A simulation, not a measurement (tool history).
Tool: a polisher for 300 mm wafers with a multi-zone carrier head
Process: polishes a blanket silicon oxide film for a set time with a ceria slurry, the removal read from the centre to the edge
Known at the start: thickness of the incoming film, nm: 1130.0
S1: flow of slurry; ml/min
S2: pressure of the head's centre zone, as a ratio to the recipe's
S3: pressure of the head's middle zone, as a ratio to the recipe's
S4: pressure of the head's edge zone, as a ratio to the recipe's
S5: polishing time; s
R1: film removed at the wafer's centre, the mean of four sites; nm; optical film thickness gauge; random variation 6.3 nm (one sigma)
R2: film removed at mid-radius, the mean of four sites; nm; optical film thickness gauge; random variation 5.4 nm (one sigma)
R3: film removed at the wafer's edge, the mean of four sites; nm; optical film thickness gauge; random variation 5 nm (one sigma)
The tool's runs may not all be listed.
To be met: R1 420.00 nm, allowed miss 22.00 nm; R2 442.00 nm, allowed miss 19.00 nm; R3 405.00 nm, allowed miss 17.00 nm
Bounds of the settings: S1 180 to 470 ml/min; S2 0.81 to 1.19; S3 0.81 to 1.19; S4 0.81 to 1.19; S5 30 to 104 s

| run | hour | S1 | S2 | S3 | S4 | S5 | R1 | R2 | R3 |
|---|---|---|---|---|---|---|---|---|---|
| 1 | 0.0 | 300 | 1.00 | 1.00 | 1.00 | 67 | 364.05 | 364.29 | 352.75 |
| 2 | 3.6 | 300 | 1.00 | 0.96 | 1.00 | 67 | 368.05 | 349.46 | 357.04 |
| 3 | 4.5 | 300 | 1.00 | 0.96 | 1.00 | 57 | 311.96 | 299.55 | 293.94 |
| 4 | 11.2 | 300 | 1.00 | 1.01 | 1.00 | 57 | 303.50 | 315.07 | 294.00 |
| 5 | 17.1 | 300 | 1.00 | 1.01 | 1.00 | 51 | 282.05 | 274.99 | 273.67 |
| 6 | 25.9 | 335 | 1.00 | 1.01 | 1.00 | 51 | 276.49 | 280.14 | 276.14 |
| 7 | 33.5 | 335 | 1.01 | 1.02 | 1.00 | 54 | 301.12 | 305.23 | 284.77 |
| 8 | 37.8 | 330 | 1.01 | 1.02 | 1.01 | 57 | 324.47 | 310.92 | 299.03 |
|  | 44.8 | edge zone pressure recalibrated |
| 9 | 44.8 | 330 | 1.00 | 1.03 | 1.01 | 60 | 328.41 | 333.97 | 325.18 |

Which of these 4 next moves meets every target?
| A | 51.8 | 355 | 0.81 | 1.18 | 0.97 | 84 | ? | ? | ? |
| B | 51.8 | 275 | 0.91 | 1.19 | 0.81 | 76 | ? | ? | ? |
| C | 51.8 | 325 | 1.03 | 1.10 | 0.97 | 74 | ? | ? | ? |
| D | 51.8 | 290 | 1.04 | 0.94 | 1.15 | 73 | ? | ? | ? |

| move | R1 | R2 | R3 |
|---|---|---|---|
| A | 377.74 | 543.35 | 454.02 |
| B | 375.57 | 484.80 | 372.33 |
| C | 420.60 | 447.02 | 398.31 |
| D | 414.14 | 382.30 | 425.38 |
A: takes the result that was furthest off past its target
B: takes the result that was furthest off past its target
C: meets every target
D: nearer than the last run, and not there yet
Move C is the one to make.
